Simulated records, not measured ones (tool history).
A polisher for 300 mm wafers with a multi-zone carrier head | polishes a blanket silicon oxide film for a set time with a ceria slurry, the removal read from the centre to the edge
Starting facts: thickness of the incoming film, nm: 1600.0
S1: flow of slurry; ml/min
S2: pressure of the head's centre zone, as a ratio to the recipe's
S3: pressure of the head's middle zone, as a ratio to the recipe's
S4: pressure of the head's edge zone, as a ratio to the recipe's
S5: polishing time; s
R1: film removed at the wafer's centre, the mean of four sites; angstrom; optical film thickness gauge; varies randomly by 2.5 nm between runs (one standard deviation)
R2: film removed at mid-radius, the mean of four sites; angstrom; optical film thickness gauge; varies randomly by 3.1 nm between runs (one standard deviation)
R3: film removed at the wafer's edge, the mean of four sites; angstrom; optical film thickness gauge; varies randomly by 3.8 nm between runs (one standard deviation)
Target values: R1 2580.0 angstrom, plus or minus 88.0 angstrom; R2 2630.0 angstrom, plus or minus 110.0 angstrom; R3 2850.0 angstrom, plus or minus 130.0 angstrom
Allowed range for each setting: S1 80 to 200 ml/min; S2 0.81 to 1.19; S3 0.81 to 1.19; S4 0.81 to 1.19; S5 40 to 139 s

run	day	S1	S2	S3	S4	S5	R1	R2	R3
1	0.000	130	1.00	1.00	1.00	89	3607.8	3563.9	3543.3
2	0.154	130	1.00	0.94	1.00	89	3635.3	3319.0	3542.3
3	0.458	120	0.95	0.92	0.97	85	3297.7	3047.2	3261.8
4	0.512	120	0.95	0.92	0.97	65	2494.9	2369.3	2541.6
5	0.779	120	1.01	0.92	0.97	65	2672.0	2369.2	2561.8
6	1.012	120	1.01	0.92	0.97	82	3277.1	3002.3	3112.8
7	1.150	110	0.96	0.92	0.97	81	3167.1	2915.2	3224.1
8	1.233	115	0.92	0.92	0.96	78	2860.9	2826.7	3100.9
9	1.279	120	0.91	0.91	0.94	76	2831.2	2745.9	2997.0
10	1.429	120	0.90	0.91	0.93	74	2691.0	2625.2	2861.9
11	1.575	120	0.89	0.91	0.93	74	2671.7	2610.6	2851.8

Exactly one of the 5 candidate moves below puts every result within its allowed miss. Which one?
A	1.721	115	0.92	0.83	0.84	79	?	?	?
B	1.721	105	0.85	0.88	0.89	77	?	?	?
C	1.721	135	0.93	0.91	0.91	71	?	?	?
D	1.721	85	1.01	1.08	1.04	72	?	?	?
E	1.721	165	0.94	0.89	0.95	71	?	?	?

move	R1	R2	R3
A	2888.2	2635.7	2985.5
B	2563.1	2662.7	2958.8
C	2691.1	2611.3	2822.1
D	2761.1	2868.5	2911.0
E	2801.3	2631.2	2934.2
A: lands further from the targets than the last run did
B: each result inside its tolerance
C: lands further from the targets than the last run did
D: lands further from the targets than the last run did
E: lands further from the targets than the last run did
B meets every target.

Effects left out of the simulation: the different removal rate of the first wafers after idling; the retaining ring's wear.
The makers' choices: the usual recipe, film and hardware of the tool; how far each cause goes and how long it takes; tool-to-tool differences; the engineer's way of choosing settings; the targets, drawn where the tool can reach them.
